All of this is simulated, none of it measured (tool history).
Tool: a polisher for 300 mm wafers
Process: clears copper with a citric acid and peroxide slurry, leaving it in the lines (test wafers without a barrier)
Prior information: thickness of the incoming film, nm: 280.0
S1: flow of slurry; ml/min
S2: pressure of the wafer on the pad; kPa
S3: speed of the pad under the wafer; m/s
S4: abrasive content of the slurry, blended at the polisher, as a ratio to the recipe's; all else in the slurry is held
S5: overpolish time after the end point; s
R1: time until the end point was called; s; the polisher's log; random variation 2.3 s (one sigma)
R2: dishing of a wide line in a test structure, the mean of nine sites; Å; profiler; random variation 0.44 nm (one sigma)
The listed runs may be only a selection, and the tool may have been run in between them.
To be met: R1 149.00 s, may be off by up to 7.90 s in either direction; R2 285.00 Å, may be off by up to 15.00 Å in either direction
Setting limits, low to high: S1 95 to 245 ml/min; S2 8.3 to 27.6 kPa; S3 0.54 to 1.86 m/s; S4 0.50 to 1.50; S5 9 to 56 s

run 1 hour=0.0 | S1=155 S2=17.9 S3=1.18 S4=1.00 S5=29 | R1=128.32 R2=396.81
run 2 hour=4.2 | S1=155 S2=17.9 S3=1.44 S4=1.00 S5=29 | R1=108.98 R2=435.82
run 3 hour=7.0 | S1=155 S2=16.5 S3=1.44 S4=1.00 S5=28 | R1=120.41 R2=398.34
run 4 hour=8.6 | S1=155 S2=16.5 S3=1.44 S4=0.85 S5=28 | R1=121.55 R2=395.94
run 5 hour=9.7 | S1=155 S2=16.5 S3=1.24 S4=0.85 S5=28 | R1=139.42 R2=363.92
run 6 hour=17.2 | S1=155 S2=16.5 S3=1.24 S4=0.85 S5=19 | R1=136.11 R2=257.40
run 7 hour=21.3 | S1=150 S2=16.5 S3=1.24 S4=0.85 S5=20 | R1=136.60 R2=269.20
run 8 hour=22.5 | S1=150 S2=16.5 S3=1.24 S4=0.85 S5=21 | R1=140.33 R2=282.96
run 9 hour=26.0 | S1=145 S2=16.5 S3=1.24 S4=0.85 S5=21 | R1=138.38 R2=279.67
run 10 hour=29.2 | S1=145 S2=16.5 S3=1.24 S4=0.85 S5=22 | R1=140.05 R2=291.60
run 11 hour=31.3 | S1=140 S2=16.5 S3=1.24 S4=0.85 S5=22 | R1=138.78 R2=281.17

Which single option among these 4 for the next run brings every result within its allowed miss of target? Just one does.
run A hour=33.4 | S1=135 S2=16.5 S3=1.08 S4=1.00 S5=21 | R1=? R2=?
run B hour=33.4 | S1=155 S2=15.9 S3=1.38 S4=0.95 S5=20 | R1=? R2=?
run C hour=33.4 | S1=115 S2=17.2 S3=1.42 S4=0.75 S5=18 | R1=? R2=?
run D hour=33.4 | S1=135 S2=16.5 S3=1.20 S4=0.75 S5=23 | R1=? R2=?

move=A R1=150.74 R2=258.37
move=B R1=128.29 R2=284.74
move=C R1=127.92 R2=261.00
move=D R1=145.50 R2=288.87
A: the furthest-off result lands on target, but another misses its tolerance
B: the biggest miss grows against the last run
C: the biggest miss grows against the last run
D: meets every target
The move that meets every target is D.

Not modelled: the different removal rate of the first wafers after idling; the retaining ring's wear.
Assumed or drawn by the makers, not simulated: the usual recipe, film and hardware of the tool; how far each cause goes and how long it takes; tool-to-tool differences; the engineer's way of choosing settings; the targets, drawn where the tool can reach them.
